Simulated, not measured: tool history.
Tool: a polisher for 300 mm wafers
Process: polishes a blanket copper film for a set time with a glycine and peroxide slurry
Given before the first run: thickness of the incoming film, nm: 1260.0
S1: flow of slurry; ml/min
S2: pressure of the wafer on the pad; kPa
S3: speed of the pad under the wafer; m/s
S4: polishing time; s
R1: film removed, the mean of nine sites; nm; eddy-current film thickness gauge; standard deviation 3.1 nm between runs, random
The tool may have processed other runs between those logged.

{"run": 1, "hour": 0.0, "S1": 310, "S2": 17.2, "S3": 1.06, "S4": 107, "R1": 451.44}
{"run": 2, "hour": 6.0, "S1": 310, "S2": 17.2, "S3": 1.06, "S4": 107, "R1": 458.71}
{"run": 3, "hour": 9.7, "S1": 310, "S2": 15.9, "S3": 1.06, "S4": 107, "R1": 423.72}
{"run": 4, "hour": 14.8, "S1": 310, "S2": 15.2, "S3": 1.06, "S4": 107, "R1": 410.79}
{"run": 5, "hour": 16.8, "S1": 265, "S2": 15.2, "S3": 1.06, "S4": 107, "R1": 402.92}
{"run": 6, "hour": 19.7, "S1": 265, "S2": 15.2, "S3": 1.22, "S4": 107, "R1": 458.93}

Run 7 has not been measured yet. What should we expect?
{"run": 7, "hour": 23.0, "S1": 265, "S2": 13.8, "S3": 1.22, "S4": 107, "R1": "?"}

R1: 418.40 nm

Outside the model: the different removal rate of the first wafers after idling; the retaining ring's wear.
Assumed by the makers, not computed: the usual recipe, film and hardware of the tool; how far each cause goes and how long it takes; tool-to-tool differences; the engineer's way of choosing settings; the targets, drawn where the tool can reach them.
